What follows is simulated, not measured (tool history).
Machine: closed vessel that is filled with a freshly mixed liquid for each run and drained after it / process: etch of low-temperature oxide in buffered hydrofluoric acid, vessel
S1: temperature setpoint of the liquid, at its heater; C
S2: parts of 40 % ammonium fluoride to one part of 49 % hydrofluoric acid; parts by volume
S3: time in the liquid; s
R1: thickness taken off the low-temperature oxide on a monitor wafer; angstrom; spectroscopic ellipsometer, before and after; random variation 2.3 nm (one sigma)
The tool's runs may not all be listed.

run,hour,S1,S2,S3,R1
1,0.0,24.0,22.0,90,1868.0
2,8.1,24.0,22.0,90,1861.4
3,16.6,25.5,19.5,90,2212.0
4,25.1,28.0,19.5,90,2513.8
5,34.3,29.5,19.5,90,2734.5
6,38.0,27.5,19.5,90,2449.9
7,45.1,28.5,17.5,90,2884.3

The next listed run, before its measurement:
8,46.2,29.5,16.5,90,?

{"run 8": {"R1": 3222.3}}

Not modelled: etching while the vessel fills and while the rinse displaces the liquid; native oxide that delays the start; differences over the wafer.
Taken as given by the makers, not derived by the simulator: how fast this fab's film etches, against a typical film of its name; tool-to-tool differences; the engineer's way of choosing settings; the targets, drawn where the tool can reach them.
